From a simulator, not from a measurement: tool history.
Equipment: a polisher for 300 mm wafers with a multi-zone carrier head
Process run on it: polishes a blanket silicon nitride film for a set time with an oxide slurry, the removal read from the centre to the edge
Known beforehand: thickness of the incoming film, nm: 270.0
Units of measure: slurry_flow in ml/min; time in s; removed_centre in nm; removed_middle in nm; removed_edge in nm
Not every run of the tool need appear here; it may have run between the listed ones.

run,hour,slurry_flow,centre_zone,middle_zone,edge_zone,slurry_solids,time,removed_centre,removed_middle,removed_edge
1,0.0,290,1.00,1.00,1.00,1.00,78,54.820,53.509,53.589
2,2.9,305,0.98,1.02,1.02,1.00,78,52.708,54.076,54.586
3,7.0,305,0.98,1.02,1.02,1.00,69,48.363,48.349,48.213
4,14.9,310,0.98,1.06,1.06,1.05,69,48.126,50.535,49.994
5,21.7,310,0.98,1.06,1.02,1.05,69,48.334,50.800,49.314
6,28.3,310,0.98,1.06,1.02,0.95,69,46.111,49.038,47.299

For run 7, what comes out?
7,35.3,320,0.99,1.09,1.05,1.05,69,?,?,?

{"run 7": {"removed_centre": 48.17, "removed_middle": 52.327, "removed_edge": 50.212}}
